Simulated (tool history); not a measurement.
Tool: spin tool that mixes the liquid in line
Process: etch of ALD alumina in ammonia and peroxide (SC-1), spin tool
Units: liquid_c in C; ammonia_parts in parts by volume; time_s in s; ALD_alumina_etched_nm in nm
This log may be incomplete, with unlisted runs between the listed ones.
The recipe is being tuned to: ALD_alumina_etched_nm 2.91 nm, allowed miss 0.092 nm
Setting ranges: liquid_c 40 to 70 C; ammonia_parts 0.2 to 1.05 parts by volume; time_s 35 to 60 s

{"run": 1, "hour": 0.0, "liquid_c": 56, "ammonia_parts": 0.55, "time_s": 60, "ALD_alumina_etched_nm": 5.7042}
{"run": 2, "hour": 1.5, "liquid_c": 63, "ammonia_parts": 0.55, "time_s": 60, "ALD_alumina_etched_nm": 8.2813}
{"run": 3, "hour": 3.8, "liquid_c": 59, "ammonia_parts": 0.55, "time_s": 60, "ALD_alumina_etched_nm": 6.6193}
{"run": 4, "hour": 12.5, "liquid_c": 56, "ammonia_parts": 0.55, "time_s": 60, "ALD_alumina_etched_nm": 5.7097}
{"run": 5, "hour": 16.8, "liquid_c": 56, "ammonia_parts": 0.4, "time_s": 60, "ALD_alumina_etched_nm": 5.6298}
{"run": 6, "hour": 20.5, "liquid_c": 53.5, "ammonia_parts": 0.4, "time_s": 60, "ALD_alumina_etched_nm": 4.9278}
{"run": 7, "hour": 21.1, "liquid_c": 51.5, "ammonia_parts": 0.4, "time_s": 60, "ALD_alumina_etched_nm": 4.4325}
{"run": 8, "hour": 29.4, "liquid_c": 50, "ammonia_parts": 0.4, "time_s": 60, "ALD_alumina_etched_nm": 4.0564}
{"run": 9, "hour": 38.2, "liquid_c": 49, "ammonia_parts": 0.4, "time_s": 60, "ALD_alumina_etched_nm": 3.8169}
{"run": 10, "hour": 45.1, "liquid_c": 48, "ammonia_parts": 0.4, "time_s": 60, "ALD_alumina_etched_nm": 3.6239}
{"run": 11, "hour": 45.9, "liquid_c": 47, "ammonia_parts": 0.4, "time_s": 60, "ALD_alumina_etched_nm": 3.3544}
{"run": 12, "hour": 53.2, "liquid_c": 46.5, "ammonia_parts": 0.4, "time_s": 60, "ALD_alumina_etched_nm": 3.3867}

Below are 4 possible settings for the next run. Only one of them brings all results inside the allowed miss of their targets. Which is it?
{"run": "A", "hour": 60.5, "liquid_c": 46.5, "ammonia_parts": 0.25, "time_s": 60, "ALD_alumina_etched_nm": "?"}
{"run": "B", "hour": 60.5, "liquid_c": 44, "ammonia_parts": 0.2, "time_s": 60, "ALD_alumina_etched_nm": "?"}
{"run": "C", "hour": 60.5, "liquid_c": 42, "ammonia_parts": 0.8, "time_s": 60, "ALD_alumina_etched_nm": "?"}
{"run": "D", "hour": 60.5, "liquid_c": 53, "ammonia_parts": 0.75, "time_s": 35, "ALD_alumina_etched_nm": "?"}

move=A ALD_alumina_etched_nm=3.1381
move=B ALD_alumina_etched_nm=2.6643
move=C ALD_alumina_etched_nm=2.7098
move=D ALD_alumina_etched_nm=2.9079
A: an improvement on the last run, though not all results are within tolerance
B: takes the biggest miss from the last run beyond its target
C: takes the biggest miss from the last run beyond its target
D: hits every target within its allowed miss
D meets every target.

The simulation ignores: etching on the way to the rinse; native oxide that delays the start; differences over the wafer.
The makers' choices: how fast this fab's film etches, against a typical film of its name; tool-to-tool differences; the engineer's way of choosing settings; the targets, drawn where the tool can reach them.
